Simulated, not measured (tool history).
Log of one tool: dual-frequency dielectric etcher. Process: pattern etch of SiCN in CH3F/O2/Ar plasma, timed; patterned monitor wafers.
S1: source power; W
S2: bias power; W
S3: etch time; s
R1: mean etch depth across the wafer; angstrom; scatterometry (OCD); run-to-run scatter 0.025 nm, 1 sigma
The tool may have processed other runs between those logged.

run  hour   S1  S2    S3       R1
  1   0.0  390  75  29.5  104.250
  2   0.8  360  75  29.5  101.860
  3   7.0  380  76  29.5  104.230
  4  11.9  380  76  27.0   94.835
  5  15.2  380  83  27.0   97.238
  6  22.5  380  70  27.0   93.247

Run 7 comes next. What will it give?
  7  28.4  410  73  27.0   ?

R1: 96.305 angstrom
